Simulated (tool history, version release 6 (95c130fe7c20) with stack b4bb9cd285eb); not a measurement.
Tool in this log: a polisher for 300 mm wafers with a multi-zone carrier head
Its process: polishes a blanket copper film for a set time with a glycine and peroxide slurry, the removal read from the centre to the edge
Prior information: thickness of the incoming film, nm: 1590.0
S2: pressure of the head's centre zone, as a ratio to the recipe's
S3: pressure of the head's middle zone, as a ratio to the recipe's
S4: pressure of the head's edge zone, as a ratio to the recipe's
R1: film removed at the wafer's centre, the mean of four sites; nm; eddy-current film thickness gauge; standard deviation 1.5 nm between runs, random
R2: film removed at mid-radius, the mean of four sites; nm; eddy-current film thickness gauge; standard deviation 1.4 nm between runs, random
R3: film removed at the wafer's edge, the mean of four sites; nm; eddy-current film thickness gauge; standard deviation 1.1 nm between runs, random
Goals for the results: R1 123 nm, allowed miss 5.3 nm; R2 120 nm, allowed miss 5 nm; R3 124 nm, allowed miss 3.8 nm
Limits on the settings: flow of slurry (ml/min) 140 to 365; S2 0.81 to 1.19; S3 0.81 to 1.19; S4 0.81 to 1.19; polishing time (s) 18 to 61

run 1 day=0 | flow_of_slurry_(ml/min)=235 S2=1 S3=1 S4=1 polishing_time_(s)=39 | R1=160.44 R2=164.28 R3=162.85
run 2 day=0.038 | flow_of_slurry_(ml/min)=235 S2=1.05 S3=1 S4=1 polishing_time_(s)=39 | R1=166.38 R2=162.3 R3=166.52
run 3 day=0.254 | flow_of_slurry_(ml/min)=235 S2=1.05 S3=1 S4=1 polishing_time_(s)=35 | R1=149.05 R2=144.37 R3=148.04
run 4 day=0.296 | flow_of_slurry_(ml/min)=230 S2=1.03 S3=0.97 S4=0.98 polishing_time_(s)=34 | R1=142.38 R2=139.49 R3=141.63
run 5 day=0.458 | flow_of_slurry_(ml/min)=230 S2=1.03 S3=0.97 S4=0.98 polishing_time_(s)=43 | R1=183.36 R2=173.12 R3=179.09
run 6 day=0.729 | flow_of_slurry_(ml/min)=220 S2=1 S3=0.94 S4=0.96 polishing_time_(s)=41 | R1=166.66 R2=163.74 R3=171.26
run 7 day=0.788 | flow_of_slurry_(ml/min)=225 S2=1 S3=0.93 S4=0.95 polishing_time_(s)=38 | R1=158.27 R2=151.42 R3=157.58
run 8 day=1.104 | flow_of_slurry_(ml/min)=225 S2=1 S3=0.93 S4=0.95 polishing_time_(s)=38 | R1=157.08 R2=145.12 R3=157.37
run 9 day=1.217 | flow_of_slurry_(ml/min)=225 S2=0.99 S3=0.94 S4=0.93 polishing_time_(s)=36 | R1=144.6 R2=142.52 R3=147.36
run 10 day=1.408 | flow_of_slurry_(ml/min)=225 S2=0.99 S3=0.93 S4=0.92 polishing_time_(s)=35 | R1=140.1 R2=134.82 R3=142.09
run 11 day=1.742 | flow_of_slurry_(ml/min)=225 S2=0.99 S3=0.93 S4=0.9 polishing_time_(s)=34 | R1=135.42 R2=131.73 R3=136.19
run 12 day=1.975 | flow_of_slurry_(ml/min)=220 S2=0.98 S3=0.92 S4=0.88 polishing_time_(s)=34 | R1=133.97 R2=130.41 R3=134.68
run 13 day=2.058 | flow_of_slurry_(ml/min)=215 S2=0.97 S3=0.91 S4=0.87 polishing_time_(s)=34 | R1=132.18 R2=128.51 R3=131.88
run 14 day=2.371 | flow_of_slurry_(ml/min)=210 S2=0.96 S3=0.9 S4=0.86 polishing_time_(s)=34 | R1=132.91 R2=128.59 R3=133.85

Exercise: of the 5 proposed moves below, exactly one satisfies all targets within the stated allowed misses. Which move is it?
run A day=2.683 | flow_of_slurry_(ml/min)=175 S2=1.04 S3=0.88 S4=0.81 polishing_time_(s)=33 | R1=? R2=? R3=?
run B day=2.683 | flow_of_slurry_(ml/min)=170 S2=1.01 S3=1.08 S4=0.81 polishing_time_(s)=33 | R1=? R2=? R3=?
run C day=2.683 | flow_of_slurry_(ml/min)=140 S2=1.01 S3=0.95 S4=0.9 polishing_time_(s)=33 | R1=? R2=? R3=?
run D day=2.683 | flow_of_slurry_(ml/min)=220 S2=1.08 S3=0.81 S4=0.88 polishing_time_(s)=31 | R1=? R2=? R3=?
run E day=2.683 | flow_of_slurry_(ml/min)=180 S2=1.18 S3=0.85 S4=0.81 polishing_time_(s)=30 | R1=? R2=? R3=?

move=A R1=132.53 R2=118 R3=123.34
move=B R1=128.12 R2=139.48 R3=122.56
move=C R1=122.51 R2=120.37 R3=125.16
move=D R1=134.49 R2=107.25 R3=123.51
move=E R1=137.54 R2=104.68 R3=112.57
A: brings the result that was furthest off to its target, and leaves another outside
B: brings the result that was furthest off to its target, and leaves another outside
C: all results in spec
D: brings the result that was furthest off to its target, and leaves another outside
E: takes the result that was furthest off past its target
C is the move that brings every result within its allowed miss.
